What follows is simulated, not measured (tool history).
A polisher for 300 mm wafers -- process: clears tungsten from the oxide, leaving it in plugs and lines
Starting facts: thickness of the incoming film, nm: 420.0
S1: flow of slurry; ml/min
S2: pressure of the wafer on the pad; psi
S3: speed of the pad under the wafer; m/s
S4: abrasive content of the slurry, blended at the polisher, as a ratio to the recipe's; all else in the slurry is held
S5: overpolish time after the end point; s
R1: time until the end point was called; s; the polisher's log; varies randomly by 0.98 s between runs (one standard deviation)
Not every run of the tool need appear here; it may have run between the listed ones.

run,hour,S1,S2,S3,S4,S5,R1
1,0.0,315,4.5,1.04,1.0,8,77.885
2,7.9,315,4.5,1.04,1.0,8,79.362
3,12.7,315,4.5,1.04,1.2,8,74.892
4,13.4,370,4.5,1.04,1.2,8,74.415
5,22.2,370,4.3,1.04,1.2,8,76.630
6,28.2,370,4.3,1.04,1.3,8,74.869

The next listed run, before its measurement:
7,32.8,370,4.1,1.04,1.3,8,?

R1: 77.857 s
